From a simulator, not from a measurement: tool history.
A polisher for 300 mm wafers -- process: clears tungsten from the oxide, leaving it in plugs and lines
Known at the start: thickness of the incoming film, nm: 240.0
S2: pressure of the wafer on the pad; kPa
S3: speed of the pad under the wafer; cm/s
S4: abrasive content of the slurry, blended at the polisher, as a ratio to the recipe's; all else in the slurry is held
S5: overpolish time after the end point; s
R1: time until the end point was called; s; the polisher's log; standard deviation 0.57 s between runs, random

run 1 hour=0 | flow_of_slurry_(ml/min)=250 S2=20.7 S3=84 S4=1 S5=20 | R1=73.463
run 2 hour=5.1 | flow_of_slurry_(ml/min)=250 S2=22.8 S3=84 S4=1 S5=20 | R1=67.563
run 3 hour=7.5 | flow_of_slurry_(ml/min)=250 S2=22.8 S3=100 S4=1 S5=20 | R1=56.468
run 4 hour=11 | flow_of_slurry_(ml/min)=250 S2=20 S3=100 S4=1 S5=20 | R1=65.327
run 5 hour=18.4 | flow_of_slurry_(ml/min)=250 S2=20.7 S3=100 S4=1 S5=20 | R1=62.544
run 6 hour=25.9 | flow_of_slurry_(ml/min)=190 S2=20.7 S3=100 S4=1 S5=20 | R1=63.801

Run 7 is up next; what results do you expect?
run 7 hour=26.6 | flow_of_slurry_(ml/min)=190 S2=21.4 S3=100 S4=1 S5=20 | R1=?

R1: 61.791 s
